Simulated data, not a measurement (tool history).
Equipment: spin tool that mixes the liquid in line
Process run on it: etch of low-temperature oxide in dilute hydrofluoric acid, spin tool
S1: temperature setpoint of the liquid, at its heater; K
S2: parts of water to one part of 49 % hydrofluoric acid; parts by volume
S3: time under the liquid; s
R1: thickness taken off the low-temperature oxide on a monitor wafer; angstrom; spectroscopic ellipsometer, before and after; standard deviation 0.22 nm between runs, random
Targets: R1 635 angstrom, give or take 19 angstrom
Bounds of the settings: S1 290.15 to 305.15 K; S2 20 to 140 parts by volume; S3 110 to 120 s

run  hour      S1  S2   S3      R1
  1     0  297.15  75  110  501.67
  2   5.9  297.15  75  110  502.71
  3   6.9  297.15  95  110   384.3
  4   8.3  297.15  95  110  385.59
  5  16.2  298.65  90  110  437.41
  6  21.4  300.15  90  110   463.4
  7  30.2  301.15  90  110  478.93
  8  36.5  301.15  90  110     483
  9  37.1  302.15  90  110  496.58
 10  43.7  302.65  90  110  506.98
 11    51  303.15  90  110  513.64
 12  54.3  303.65  85  110  558.13
 13    58  304.15  85  110  571.78

Consider the 4 candidate settings below. Which is the only one whose results all fall within their allowed miss of target?
  A  61.7  303.65  100  120   ?
  B  61.7  303.65   80  115   ?
  C  61.7  302.15   90  110   ?
  D  61.7  301.15   85  115   ?

move      R1
   A  510.17
   B  629.17
   C  498.02
   D  534.21
A: misses by more than the last run did
B: every result lands within tolerance
C: misses by more than the last run did
D: misses by more than the last run did
The right move is B.

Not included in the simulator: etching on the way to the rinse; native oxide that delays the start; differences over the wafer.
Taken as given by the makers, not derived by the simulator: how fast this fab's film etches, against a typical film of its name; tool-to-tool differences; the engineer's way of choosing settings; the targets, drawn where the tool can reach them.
